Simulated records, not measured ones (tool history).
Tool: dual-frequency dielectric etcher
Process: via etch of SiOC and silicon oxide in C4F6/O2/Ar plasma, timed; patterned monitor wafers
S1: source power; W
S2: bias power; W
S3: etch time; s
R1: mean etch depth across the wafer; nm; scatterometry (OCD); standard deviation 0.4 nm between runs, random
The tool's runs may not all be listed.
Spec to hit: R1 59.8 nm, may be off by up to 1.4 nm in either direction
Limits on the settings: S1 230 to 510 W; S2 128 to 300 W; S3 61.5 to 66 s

run	hour	S1	S2	S3	R1
1	0	370	214	66	73.167
2	4.1	370	214	61.5	66.828
3	10.8	350	209	61.5	65.066
4	14.4	400	209	61.5	69.919
5	19.1	370	205	61.5	66.609
6	23.7	370	205	66	71.863
7	32	340	199	66	67.21
8	33.7	320	197	66	65.902
9	39.8	320	197	66	65.792
10	43	300	194	66	62.658
11	49.7	290	193	66	62.044
12	53.9	260	187	66	58.241

Which one of the following 4 next-run settings gets every result inside its allowed miss? There is exactly one.
A	58.1	280	183	61.5	?
B	58.1	250	191	65	?
C	58.1	260	159	65	?
D	58.1	300	196	62.5	?

move	R1
A	55.996
B	56.075
C	55.089
D	59.985
A: further off than the last run
B: further off than the last run
C: further off than the last run
D: hits every target within its allowed miss
Correct choice: D, which meets every target
